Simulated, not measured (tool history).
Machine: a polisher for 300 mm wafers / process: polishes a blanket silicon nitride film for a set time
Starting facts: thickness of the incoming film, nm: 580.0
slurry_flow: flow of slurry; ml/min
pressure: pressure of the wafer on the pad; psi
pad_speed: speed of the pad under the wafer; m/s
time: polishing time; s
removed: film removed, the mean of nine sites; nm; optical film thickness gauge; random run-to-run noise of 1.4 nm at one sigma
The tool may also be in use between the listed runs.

Run 1, hour 0: slurry_flow 230 ml/min, pressure 4 psi, pad_speed 0.98 m/s, time 52 s. Result: removed 91.011 nm.
Run 2, hour 8.4: slurry_flow 285 ml/min, pressure 4 psi, pad_speed 0.98 m/s, time 52 s. Result: removed 94.431 nm.
Run 3, hour 10.2: slurry_flow 285 ml/min, pressure 4 psi, pad_speed 0.98 m/s, time 52 s. Result: removed 94.589 nm.
Run 4, hour 16.4: slurry_flow 285 ml/min, pressure 4 psi, pad_speed 0.98 m/s, time 55 s. Result: removed 99.268 nm.
Run 5, hour 20.2: slurry_flow 285 ml/min, pressure 5 psi, pad_speed 0.98 m/s, time 55 s. Result: removed 123.72 nm.
Run 6, hour 28.3: slurry_flow 285 ml/min, pressure 5.4 psi, pad_speed 0.98 m/s, time 55 s. Result: removed 130.77 nm.

The next listed run, before its measurement:
Run 7, hour 31.1: slurry_flow 285 ml/min, pressure 5.6 psi, pad_speed 0.98 m/s, time 55 s. Result: removed ?.

removed: 137.06 nm

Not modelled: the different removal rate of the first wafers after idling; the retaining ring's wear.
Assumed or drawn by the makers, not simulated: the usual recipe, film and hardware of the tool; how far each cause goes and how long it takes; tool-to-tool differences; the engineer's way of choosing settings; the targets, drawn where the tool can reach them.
